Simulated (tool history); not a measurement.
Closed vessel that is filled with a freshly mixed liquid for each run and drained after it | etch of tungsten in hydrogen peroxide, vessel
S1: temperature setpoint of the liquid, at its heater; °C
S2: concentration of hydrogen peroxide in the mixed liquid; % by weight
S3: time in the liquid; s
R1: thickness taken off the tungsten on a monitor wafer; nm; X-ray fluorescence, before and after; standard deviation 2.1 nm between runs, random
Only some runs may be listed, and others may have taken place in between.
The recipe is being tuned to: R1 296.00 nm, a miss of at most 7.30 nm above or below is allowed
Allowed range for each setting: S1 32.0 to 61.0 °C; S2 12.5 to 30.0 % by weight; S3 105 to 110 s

run,hour,S1,S2,S3,R1
1,0.0,45.0,24.5,105,133.26
2,5.6,45.0,27.0,105,139.86
3,14.3,49.0,27.0,105,179.21
4,19.4,56.0,27.0,105,275.54
5,22.1,56.5,27.0,105,277.62
6,27.3,60.0,27.0,105,347.06
7,33.2,59.0,27.0,105,323.66
8,39.4,58.5,27.0,105,313.66
9,41.3,58.0,27.0,105,308.77

Next run, 5 choices. One meets every target within its allowed miss, the rest don't. Which?
A,43.2,58.5,25.5,110,?
B,43.2,58.5,26.5,110,?
C,43.2,58.5,26.0,110,?
D,43.2,57.0,26.0,110,?
E,43.2,59.0,30.0,105,?

move,R1
A,321.34
B,327.58
C,324.48
D,297.31
E,342.48
A: lands further from the targets than the last run did
B: lands further from the targets than the last run did
C: lands further from the targets than the last run did
D: hits every target within its allowed miss
E: lands further from the targets than the last run did
D is the move that brings every result within its allowed miss.
